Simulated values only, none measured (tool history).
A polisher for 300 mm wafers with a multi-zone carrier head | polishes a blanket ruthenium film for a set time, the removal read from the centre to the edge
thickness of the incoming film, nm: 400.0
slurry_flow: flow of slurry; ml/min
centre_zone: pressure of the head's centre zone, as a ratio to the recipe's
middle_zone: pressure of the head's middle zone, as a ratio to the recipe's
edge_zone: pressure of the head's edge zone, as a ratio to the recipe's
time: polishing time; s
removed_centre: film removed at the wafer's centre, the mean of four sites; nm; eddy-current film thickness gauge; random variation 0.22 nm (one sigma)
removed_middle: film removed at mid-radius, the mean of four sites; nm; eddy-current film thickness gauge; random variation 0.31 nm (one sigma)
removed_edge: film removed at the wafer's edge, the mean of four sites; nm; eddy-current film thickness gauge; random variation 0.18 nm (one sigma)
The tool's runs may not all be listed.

| run | hour | slurry_flow | centre_zone | middle_zone | edge_zone | time | removed_centre | removed_middle | removed_edge |
|---|---|---|---|---|---|---|---|---|---|
| 1 | 0.0 | 280 | 1.00 | 1.00 | 1.00 | 48 | 29.460 | 28.794 | 28.359 |
| 2 | 4.5 | 280 | 1.00 | 1.00 | 1.06 | 48 | 28.995 | 28.346 | 29.013 |
| 3 | 5.3 | 280 | 1.08 | 1.00 | 1.06 | 48 | 31.169 | 27.953 | 28.985 |
| 4 | 12.6 | 280 | 1.08 | 1.00 | 1.06 | 36 | 23.845 | 21.573 | 21.773 |
| 5 | 20.1 | 305 | 1.11 | 1.06 | 1.05 | 38 | 26.047 | 24.006 | 22.842 |
| 6 | 22.4 | 305 | 1.18 | 1.06 | 1.05 | 38 | 27.326 | 23.850 | 23.111 |
| 7 | 28.2 | 330 | 1.18 | 1.10 | 1.04 | 39 | 28.717 | 25.266 | 23.399 |
| 8 | 28.8 | 340 | 1.17 | 1.13 | 1.04 | 40 | 29.336 | 26.670 | 24.127 |

Run 9 comes next. What will it give?
| 9 | 33.7 | 355 | 1.17 | 1.15 | 1.03 | 41 | ? | ? | ? |

removed_centre: 29.859 nm
removed_middle: 27.260 nm
removed_edge: 24.572 nm

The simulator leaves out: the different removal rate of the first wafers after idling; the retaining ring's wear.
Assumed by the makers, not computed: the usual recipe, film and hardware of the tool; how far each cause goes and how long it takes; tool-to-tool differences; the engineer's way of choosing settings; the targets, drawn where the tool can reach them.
